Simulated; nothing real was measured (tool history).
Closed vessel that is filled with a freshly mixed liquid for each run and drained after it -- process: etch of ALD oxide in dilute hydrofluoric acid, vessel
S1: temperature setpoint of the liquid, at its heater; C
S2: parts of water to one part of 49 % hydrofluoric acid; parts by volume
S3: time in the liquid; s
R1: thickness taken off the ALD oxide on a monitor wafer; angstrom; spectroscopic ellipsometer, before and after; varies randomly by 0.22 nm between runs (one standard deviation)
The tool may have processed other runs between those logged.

| run | hour | S1 | S2 | S3 | R1 |
|---|---|---|---|---|---|
| 1 | 0.0 | 24.0 | 100 | 35 | 81.889 |
| 2 | 7.2 | 27.5 | 100 | 35 | 92.607 |
| 3 | 8.9 | 25.5 | 100 | 35 | 85.258 |
| 4 | 13.1 | 27.0 | 100 | 35 | 89.828 |
| 5 | 15.6 | 27.0 | 130 | 35 | 67.384 |
| 6 | 20.8 | 28.5 | 95 | 35 | 101.310 |
| 7 | 28.6 | 32.0 | 55 | 35 | 216.600 |

Expected results for the next run?
| 8 | 35.0 | 32.0 | 50 | 35 | ? |

Logged for run 8: R1 237.240 angstrom.

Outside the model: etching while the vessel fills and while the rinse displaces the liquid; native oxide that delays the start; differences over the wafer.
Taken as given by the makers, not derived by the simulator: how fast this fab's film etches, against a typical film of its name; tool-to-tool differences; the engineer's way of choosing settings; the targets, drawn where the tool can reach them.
